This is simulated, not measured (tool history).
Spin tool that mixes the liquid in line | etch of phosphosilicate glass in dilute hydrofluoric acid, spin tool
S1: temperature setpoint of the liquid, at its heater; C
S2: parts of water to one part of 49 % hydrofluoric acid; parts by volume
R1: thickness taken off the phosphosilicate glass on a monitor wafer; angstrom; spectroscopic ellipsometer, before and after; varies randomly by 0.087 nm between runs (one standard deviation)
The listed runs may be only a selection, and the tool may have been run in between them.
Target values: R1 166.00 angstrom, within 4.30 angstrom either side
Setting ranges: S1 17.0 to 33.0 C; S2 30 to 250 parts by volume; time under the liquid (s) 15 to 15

Run 1, day 0.000: S1 25.0 C, S2 140 parts by volume, time under the liquid (s) 15. Result: R1 207.91 angstrom.
Run 2, day 0.300: S1 24.0 C, S2 140 parts by volume, time under the liquid (s) 15. Result: R1 200.67 angstrom.
Run 3, day 0.558: S1 24.0 C, S2 120 parts by volume, time under the liquid (s) 15. Result: R1 239.80 angstrom.
Run 4, day 0.721: S1 24.0 C, S2 120 parts by volume, time under the liquid (s) 15. Result: R1 239.61 angstrom.
Run 5, day 1.029: S1 22.5 C, S2 125 parts by volume, time under the liquid (s) 15. Result: R1 216.80 angstrom.
Run 6, day 1.367: S1 19.5 C, S2 125 parts by volume, time under the liquid (s) 15. Result: R1 192.15 angstrom.
Run 7, day 1.583: S1 19.0 C, S2 125 parts by volume, time under the liquid (s) 15. Result: R1 187.18 angstrom.
Run 8, day 1.821: S1 18.5 C, S2 125 parts by volume, time under the liquid (s) 15. Result: R1 185.08 angstrom.
Run 9, day 1.875: S1 18.0 C, S2 125 parts by volume, time under the liquid (s) 15. Result: R1 179.02 angstrom.

Next run, 5 choices. One meets every target within its allowed miss, the rest don't. Which?
Run A, day 1.929: S1 19.0 C, S2 140 parts by volume, time under the liquid (s) 15. Result: R1 ?.
Run B, day 1.929: S1 18.5 C, S2 145 parts by volume, time under the liquid (s) 15. Result: R1 ?.
Run C, day 1.929: S1 17.5 C, S2 140 parts by volume, time under the liquid (s) 15. Result: R1 ?.
Run D, day 1.929: S1 17.0 C, S2 135 parts by volume, time under the liquid (s) 15. Result: R1 ?.
Run E, day 1.929: S1 18.0 C, S2 140 parts by volume, time under the liquid (s) 15. Result: R1 ?.

move      R1
   A  166.01
   B  156.28
   C  156.17
   D  159.44
   E  159.40
A: hits every target within its allowed miss
B: the result that was furthest off in the last run now lies on the other side of its target
C: the result that was furthest off in the last run now lies on the other side of its target
D: the result that was furthest off in the last run now lies on the other side of its target
E: the result that was furthest off in the last run now lies on the other side of its target
A is the move that brings every result within its allowed miss.
